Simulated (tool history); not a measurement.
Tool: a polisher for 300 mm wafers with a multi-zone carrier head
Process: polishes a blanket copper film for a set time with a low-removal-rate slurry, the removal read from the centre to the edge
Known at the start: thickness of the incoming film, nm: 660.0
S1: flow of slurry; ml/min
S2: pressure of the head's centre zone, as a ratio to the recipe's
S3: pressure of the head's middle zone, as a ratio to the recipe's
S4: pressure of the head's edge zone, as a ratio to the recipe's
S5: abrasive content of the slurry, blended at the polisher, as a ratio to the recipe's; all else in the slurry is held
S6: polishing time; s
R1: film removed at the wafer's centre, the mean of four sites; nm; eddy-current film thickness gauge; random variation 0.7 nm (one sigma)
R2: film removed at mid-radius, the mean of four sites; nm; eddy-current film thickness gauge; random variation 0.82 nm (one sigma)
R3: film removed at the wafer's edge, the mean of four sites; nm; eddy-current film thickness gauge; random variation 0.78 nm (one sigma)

{"run": 1, "hour": 0.0, "S1": 265, "S2": 1.0, "S3": 1.0, "S4": 1.0, "S5": 1.0, "S6": 31, "R1": 117.51, "R2": 117.11, "R3": 116.15}
{"run": 2, "hour": 3.1, "S1": 240, "S2": 1.0, "S3": 1.0, "S4": 1.0, "S5": 1.0, "S6": 31, "R1": 115.29, "R2": 110.63, "R3": 113.22}
{"run": 3, "hour": 9.6, "S1": 275, "S2": 1.0, "S3": 1.0, "S4": 1.0, "S5": 1.0, "S6": 31, "R1": 115.79, "R2": 114.63, "R3": 116.62}
{"run": 4, "hour": 18.4, "S1": 270, "S2": 0.99, "S3": 1.0, "S4": 0.99, "S5": 0.95, "S6": 29, "R1": 106.5, "R2": 107.03, "R3": 105.97}
{"run": 5, "hour": 26.3, "S1": 270, "S2": 0.99, "S3": 1.0, "S4": 0.99, "S5": 0.95, "S6": 32, "R1": 117.99, "R2": 116.67, "R3": 117.16}
{"run": 6, "hour": 32.1, "S1": 270, "S2": 0.99, "S3": 0.92, "S4": 0.99, "S5": 0.95, "S6": 32, "R1": 116.86, "R2": 111.54, "R3": 118.83}
{"run": 7, "hour": 36.5, "S1": 265, "S2": 0.98, "S3": 0.92, "S4": 0.98, "S5": 0.9, "S6": 30, "R1": 105.08, "R2": 101.56, "R3": 108.52}

Run 8 comes next. What will it give?
{"run": 8, "hour": 37.4, "S1": 260, "S2": 0.97, "S3": 0.92, "S4": 0.96, "S5": 0.85, "S6": 28, "R1": "?", "R2": "?", "R3": "?"}

R1: 97.20 nm
R2: 92.083 nm
R3: 98.195 nm

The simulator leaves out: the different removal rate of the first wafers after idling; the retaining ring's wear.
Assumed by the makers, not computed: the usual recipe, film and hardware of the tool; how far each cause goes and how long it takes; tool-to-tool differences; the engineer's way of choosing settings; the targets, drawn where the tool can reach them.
